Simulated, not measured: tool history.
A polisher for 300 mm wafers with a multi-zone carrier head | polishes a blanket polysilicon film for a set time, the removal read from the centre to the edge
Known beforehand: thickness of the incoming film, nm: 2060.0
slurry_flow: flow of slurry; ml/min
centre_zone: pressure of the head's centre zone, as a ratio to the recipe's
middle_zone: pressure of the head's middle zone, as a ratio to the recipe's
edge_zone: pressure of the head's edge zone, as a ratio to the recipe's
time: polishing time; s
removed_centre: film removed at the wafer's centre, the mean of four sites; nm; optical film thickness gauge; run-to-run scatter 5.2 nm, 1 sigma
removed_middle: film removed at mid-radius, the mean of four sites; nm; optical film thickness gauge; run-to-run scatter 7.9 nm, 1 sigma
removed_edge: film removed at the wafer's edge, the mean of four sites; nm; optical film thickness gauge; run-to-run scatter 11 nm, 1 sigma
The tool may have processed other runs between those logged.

{"run": 1, "day": 0.0, "slurry_flow": 205, "centre_zone": 1.0, "middle_zone": 1.0, "edge_zone": 1.0, "time": 68, "removed_centre": 577.83, "removed_middle": 572.6, "removed_edge": 578.29}
{"run": 2, "day": 0.038, "slurry_flow": 185, "centre_zone": 1.0, "middle_zone": 1.0, "edge_zone": 1.0, "time": 68, "removed_centre": 563.96, "removed_middle": 567.12, "removed_edge": 586.86}
{"run": 3, "day": 0.321, "slurry_flow": 185, "centre_zone": 1.0, "middle_zone": 1.0, "edge_zone": 0.97, "time": 68, "removed_centre": 564.24, "removed_middle": 555.73, "removed_edge": 567.91}
{"run": 4, "day": 0.483, "slurry_flow": 200, "centre_zone": 1.05, "middle_zone": 1.01, "edge_zone": 1.02, "time": 70, "removed_centre": 618.44, "removed_middle": 595.61, "removed_edge": 610.82}
{"run": 5, "day": 0.529, "slurry_flow": 220, "centre_zone": 1.09, "middle_zone": 1.02, "edge_zone": 1.05, "time": 71, "removed_centre": 659.48, "removed_middle": 625.29, "removed_edge": 627.32}
{"run": 6, "day": 0.646, "slurry_flow": 220, "centre_zone": 1.09, "middle_zone": 0.94, "edge_zone": 1.05, "time": 71, "removed_centre": 661.61, "removed_middle": 594.14, "removed_edge": 622.03}
{"run": 7, "day": 0.921, "slurry_flow": 230, "centre_zone": 1.12, "middle_zone": 0.95, "edge_zone": 1.08, "time": 72, "removed_centre": 693.51, "removed_middle": 594.53, "removed_edge": 651.44}

Forecast run 8:
{"day": 1.154, "done": "edge zone pressure recalibrated"}
{"run": 8, "day": 1.154, "slurry_flow": 240, "centre_zone": 1.14, "middle_zone": 0.98, "edge_zone": 1.09, "time": 73, "removed_centre": "?", "removed_middle": "?", "removed_edge": "?"}

Run 8 measured removed_centre 718.68 nm, removed_middle 628.42 nm, removed_edge 657.31 nm.

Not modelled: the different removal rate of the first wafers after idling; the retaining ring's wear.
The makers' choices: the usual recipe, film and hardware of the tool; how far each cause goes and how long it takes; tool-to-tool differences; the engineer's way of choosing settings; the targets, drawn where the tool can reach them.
